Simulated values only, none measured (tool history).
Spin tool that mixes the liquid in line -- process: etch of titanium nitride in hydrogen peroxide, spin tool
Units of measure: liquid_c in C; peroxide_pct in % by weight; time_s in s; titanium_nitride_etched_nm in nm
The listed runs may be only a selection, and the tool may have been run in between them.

run 1 hour=0.0 | liquid_c=51.0 peroxide_pct=17 time_s=305 | titanium_nitride_etched_nm=6.2756
run 2 hour=1.3 | liquid_c=51.0 peroxide_pct=15 time_s=305 | titanium_nitride_etched_nm=6.0850
run 3 hour=3.8 | liquid_c=45.0 peroxide_pct=15 time_s=305 | titanium_nitride_etched_nm=3.8883
run 4 hour=7.4 | liquid_c=46.5 peroxide_pct=15 time_s=305 | titanium_nitride_etched_nm=4.3508
run 5 hour=12.0 | liquid_c=48.0 peroxide_pct=15 time_s=305 | titanium_nitride_etched_nm=4.8959
run 6 hour=19.0 | liquid_c=48.0 peroxide_pct=18 time_s=305 | titanium_nitride_etched_nm=5.0985
run 7 hour=25.2 | liquid_c=48.0 peroxide_pct=18 time_s=305 | titanium_nitride_etched_nm=5.0839
run 8 hour=30.9 | liquid_c=48.0 peroxide_pct=18 time_s=305 | titanium_nitride_etched_nm=5.0810
run 9 hour=35.5 | liquid_c=49.0 peroxide_pct=18 time_s=305 | titanium_nitride_etched_nm=5.4945
run 10 hour=42.6 | liquid_c=49.5 peroxide_pct=18 time_s=305 | titanium_nitride_etched_nm=5.6708

Predict the results of run 11:
run 11 hour=43.7 | liquid_c=50.0 peroxide_pct=18 time_s=305 | titanium_nitride_etched_nm=?

titanium_nitride_etched_nm: 5.9401 nm

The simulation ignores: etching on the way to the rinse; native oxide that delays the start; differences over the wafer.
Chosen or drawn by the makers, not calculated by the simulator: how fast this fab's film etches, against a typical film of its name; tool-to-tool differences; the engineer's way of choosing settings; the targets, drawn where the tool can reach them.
